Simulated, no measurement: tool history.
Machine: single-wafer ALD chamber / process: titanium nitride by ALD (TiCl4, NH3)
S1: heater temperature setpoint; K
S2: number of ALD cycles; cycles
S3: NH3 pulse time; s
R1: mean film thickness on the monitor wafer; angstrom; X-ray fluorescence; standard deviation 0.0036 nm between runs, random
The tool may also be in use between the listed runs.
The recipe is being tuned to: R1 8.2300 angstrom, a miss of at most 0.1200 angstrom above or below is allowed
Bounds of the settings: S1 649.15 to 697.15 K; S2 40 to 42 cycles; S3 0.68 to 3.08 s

run,hour,S1,S2,S3,R1
1,0.0,673.15,40,1.88,8.7811
2,4.4,673.15,40,1.88,8.8197
3,5.8,680.15,40,1.88,8.8147
4,6.7,689.15,40,1.88,8.7931
5,14.3,689.15,40,2.17,8.8989
6,16.5,689.15,40,1.89,8.7293
7,21.6,690.15,40,1.65,8.7665
8,28.1,686.15,40,1.42,8.6451
9,37.0,674.15,40,0.82,7.9722

Exactly one of the 4 candidate moves below puts every result within its allowed miss. Which one?
A,45.9,679.15,42,0.76,?
B,45.9,675.15,40,0.81,?
C,45.9,675.15,40,0.80,?
D,45.9,680.15,41,0.72,?

move,R1
A,8.3014
B,7.9704
C,7.9448
D,7.9826
A: in spec on every target
B: just as far off the targets as the last run
C: lands further from the targets than the last run did
D: just as far off the targets as the last run
Go with A: it meets all targets.
